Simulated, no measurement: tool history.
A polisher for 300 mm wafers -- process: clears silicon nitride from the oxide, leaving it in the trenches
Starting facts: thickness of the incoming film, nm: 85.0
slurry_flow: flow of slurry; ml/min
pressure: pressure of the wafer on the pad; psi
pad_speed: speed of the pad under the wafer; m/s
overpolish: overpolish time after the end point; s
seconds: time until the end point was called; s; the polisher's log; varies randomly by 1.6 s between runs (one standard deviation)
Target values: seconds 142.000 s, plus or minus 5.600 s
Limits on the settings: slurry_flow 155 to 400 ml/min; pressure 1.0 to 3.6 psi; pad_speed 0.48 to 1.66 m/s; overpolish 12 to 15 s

run    day  slurry_flow  pressure  pad_speed  overpolish  seconds
  1  0.000          255       2.3       1.06          15  119.020
  2  0.342          255       2.3       1.32          15   91.810
  3  0.529          255       2.0       1.32          15  103.430
  4  0.554          305       2.0       1.32          15  100.430
  5  0.800          305       2.5       1.32          15   88.533
  6  1.171          305       2.1       1.30          15  100.300
  7  1.483          305       1.8       1.28          15  111.400
     1.738  -- worn pad replaced by a new one
  8  1.738          305       1.6       1.28          15  107.560
  9  2.021          295       1.1       1.00          15  160.940
 10  2.050          295       1.2       1.00          15  156.860
 11  2.071          295       1.3       1.00          15  148.340

Exactly one of the 4 candidate moves below puts every result within its allowed miss. Which one?
  A  2.092          165       1.6       0.90          15        ?
  B  2.092          300       1.3       1.04          13        ?
  C  2.092          325       1.3       0.94          14        ?
  D  2.092          290       1.0       1.04          15        ?

move  seconds
   A  156.850
   B  143.250
   C  156.150
   D  162.620
A: further off than the last run
B: hits every target within its allowed miss
C: further off than the last run
D: further off than the last run
The right move is B.
